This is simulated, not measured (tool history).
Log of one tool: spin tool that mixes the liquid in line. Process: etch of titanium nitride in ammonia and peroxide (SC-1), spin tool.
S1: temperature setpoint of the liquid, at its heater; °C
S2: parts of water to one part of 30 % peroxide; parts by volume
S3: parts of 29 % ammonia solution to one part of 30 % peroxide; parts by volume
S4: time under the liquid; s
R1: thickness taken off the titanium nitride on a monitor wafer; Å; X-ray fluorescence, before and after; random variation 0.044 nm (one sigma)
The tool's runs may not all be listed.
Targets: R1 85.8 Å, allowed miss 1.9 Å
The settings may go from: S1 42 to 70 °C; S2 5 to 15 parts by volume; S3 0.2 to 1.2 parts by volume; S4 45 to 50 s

run,hour,S1,S2,S3,S4,R1
1,0,58,8.5,0.8,45,101.17
2,7,63.5,8.5,0.8,45,144.12
3,9.5,61,8.5,0.8,45,123.45
4,13.5,59.5,8.5,0.8,45,112.6
5,17.3,59.5,8.5,0.8,45,112.29
6,20,59.5,6.5,0.8,45,127.62
7,23.2,57.5,6.5,0.8,45,112.39
8,30.1,56.5,6.5,0.8,45,105.4
9,34.5,55.5,6.5,0.8,45,96.741
10,38.6,55,6.5,0.8,45,94.795
11,42.8,54.5,6.5,0.8,45,92.358
12,46.8,54,6.5,0.8,45,88.391

5 next moves are on the table. One of them brings every result within its allowed miss. Which?
A,50.8,54,6,0.95,45,?
B,50.8,52.5,6.5,0.8,50,?
C,50.8,52.5,5.5,0.8,45,?
D,50.8,53,5.5,0.9,45,?
E,50.8,54.5,6.5,0.85,45,?

move,R1
A,94.464
B,89.203
C,86.711
D,91.125
E,92.801
A: further off than the last run
B: further off than the last run
C: meets every target
D: further off than the last run
E: further off than the last run
The right move is C.
